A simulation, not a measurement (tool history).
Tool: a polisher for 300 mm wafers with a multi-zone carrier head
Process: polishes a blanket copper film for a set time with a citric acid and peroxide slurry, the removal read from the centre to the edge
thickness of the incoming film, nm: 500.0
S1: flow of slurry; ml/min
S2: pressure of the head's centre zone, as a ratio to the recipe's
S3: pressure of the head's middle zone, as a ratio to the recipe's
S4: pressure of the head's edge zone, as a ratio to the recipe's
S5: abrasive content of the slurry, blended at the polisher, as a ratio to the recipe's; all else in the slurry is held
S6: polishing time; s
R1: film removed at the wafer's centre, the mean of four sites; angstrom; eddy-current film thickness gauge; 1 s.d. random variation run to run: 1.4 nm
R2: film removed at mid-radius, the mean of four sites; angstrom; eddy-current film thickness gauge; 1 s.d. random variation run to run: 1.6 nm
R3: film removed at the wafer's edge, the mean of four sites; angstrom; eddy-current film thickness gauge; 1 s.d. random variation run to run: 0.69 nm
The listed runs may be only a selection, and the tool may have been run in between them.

run,day,S1,S2,S3,S4,S5,S6,R1,R2,R3
1,0.000,140,1.00,1.00,1.00,1.0,52,1176.50,1198.50,1186.40
2,0.158,135,0.98,1.01,0.99,1.0,52,1146.30,1196.20,1163.60
3,0.450,130,0.96,1.02,0.99,1.0,52,1129.40,1203.40,1147.50
4,0.762,130,0.96,1.02,0.99,1.0,41,865.65,955.51,922.77
5,0.842,130,0.91,1.02,0.99,1.0,41,842.06,958.72,919.39
6,1.179,130,0.94,1.02,0.99,1.0,41,875.44,959.63,919.67
7,1.421,140,0.93,1.03,1.01,1.0,41,872.42,995.53,941.53

Run 8 has not been measured yet. What should we expect?
8,1.671,150,0.93,1.03,1.02,1.0,41,?,?,?

Run 8 came out at R1 895.57 angstrom, R2 1001.80 angstrom, R3 956.83 angstrom.
